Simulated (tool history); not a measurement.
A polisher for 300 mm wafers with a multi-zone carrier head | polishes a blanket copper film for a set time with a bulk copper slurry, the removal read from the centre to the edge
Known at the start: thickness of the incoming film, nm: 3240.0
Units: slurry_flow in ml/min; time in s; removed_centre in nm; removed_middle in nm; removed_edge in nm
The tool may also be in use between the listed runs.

Run 1, hour 0: slurry_flow 155 ml/min, centre_zone 1, middle_zone 1, edge_zone 1, slurry_solids 1, time 58 s. Result: removed_centre 678.69 nm, removed_middle 679.73 nm, removed_edge 690.72 nm.
Run 2, hour 3.5: slurry_flow 155 ml/min, centre_zone 1, middle_zone 0.91, edge_zone 1, slurry_solids 1, time 58 s. Result: removed_centre 664.67 nm, removed_middle 606.24 nm, removed_edge 687.98 nm.
Run 3, hour 6.8: slurry_flow 155 ml/min, centre_zone 1.03, middle_zone 0.91, edge_zone 1, slurry_solids 1, time 58 s. Result: removed_centre 708.9 nm, removed_middle 619.51 nm, removed_edge 683.54 nm.
Run 4, hour 11.6: slurry_flow 155 ml/min, centre_zone 1.03, middle_zone 0.91, edge_zone 1, slurry_solids 0.85, time 58 s. Result: removed_centre 673.72 nm, removed_middle 601.67 nm, removed_edge 684.11 nm.
Run 5, hour 16.1: slurry_flow 185 ml/min, centre_zone 1.03, middle_zone 0.91, edge_zone 1, slurry_solids 0.85, time 58 s. Result: removed_centre 712.59 nm, removed_middle 634.73 nm, removed_edge 694.01 nm.
Run 6, hour 20.5: slurry_flow 185 ml/min, centre_zone 1.03, middle_zone 0.87, edge_zone 1, slurry_solids 0.85, time 58 s. Result: removed_centre 711.93 nm, removed_middle 602 nm, removed_edge 698.66 nm.

Run 7 comes next. What will it give?
Run 7, hour 23.9: slurry_flow 180 ml/min, centre_zone 0.99, middle_zone 0.9, edge_zone 0.96, slurry_solids 0.75, time 50 s. Result: removed_centre ?, removed_middle ?, removed_edge ?.

removed_centre: 579.89 nm
removed_middle: 515.34 nm
removed_edge: 566.35 nm
